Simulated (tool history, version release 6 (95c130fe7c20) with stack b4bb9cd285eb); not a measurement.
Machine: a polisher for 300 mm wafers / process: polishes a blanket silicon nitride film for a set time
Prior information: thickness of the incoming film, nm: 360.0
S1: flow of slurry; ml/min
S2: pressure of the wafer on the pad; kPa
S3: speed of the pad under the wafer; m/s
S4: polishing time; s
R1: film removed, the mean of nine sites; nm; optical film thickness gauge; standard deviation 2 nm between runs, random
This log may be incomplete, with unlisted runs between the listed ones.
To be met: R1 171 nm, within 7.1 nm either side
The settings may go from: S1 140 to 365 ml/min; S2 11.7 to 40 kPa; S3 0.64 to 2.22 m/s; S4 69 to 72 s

| run | day | S1 | S2 | S3 | S4 | R1 |
|---|---|---|---|---|---|---|
| 1 | 0 | 235 | 25.5 | 1.42 | 69 | 134.53 |
| 2 | 0.346 | 275 | 25.5 | 1.42 | 69 | 142.2 |
| 3 | 0.575 | 280 | 26.2 | 1.42 | 69 | 140.69 |
| 4 | 0.621 | 280 | 26.2 | 1.42 | 72 | 148.95 |
| 5 | 0.783 | 280 | 22.1 | 1.42 | 72 | 124.86 |
| 6 | 0.896 | 280 | 25.5 | 1.42 | 72 | 145.44 |
| 7 | 0.938 | 280 | 26.2 | 1.42 | 72 | 148.38 |
| 8 | 0.992 | 280 | 26.9 | 1.42 | 72 | 153.78 |
| 9 | 1.2 | 280 | 28.3 | 1.42 | 72 | 157.54 |

4 next moves are on the table. One of them brings every result within its allowed miss. Which?
| A | 1.408 | 235 | 27.6 | 1.36 | 72 | ? |
| B | 1.408 | 245 | 29 | 1.36 | 72 | ? |
| C | 1.408 | 275 | 26.2 | 1.66 | 72 | ? |
| D | 1.408 | 300 | 27.6 | 1.4 | 69 | ? |

| move | R1 |
|---|---|
| A | 145.32 |
| B | 153.09 |
| C | 164.86 |
| D | 146.09 |
A: misses by more than the last run did
B: misses by more than the last run did
C: all results in spec
D: misses by more than the last run did
C is the move that brings every result within its allowed miss.

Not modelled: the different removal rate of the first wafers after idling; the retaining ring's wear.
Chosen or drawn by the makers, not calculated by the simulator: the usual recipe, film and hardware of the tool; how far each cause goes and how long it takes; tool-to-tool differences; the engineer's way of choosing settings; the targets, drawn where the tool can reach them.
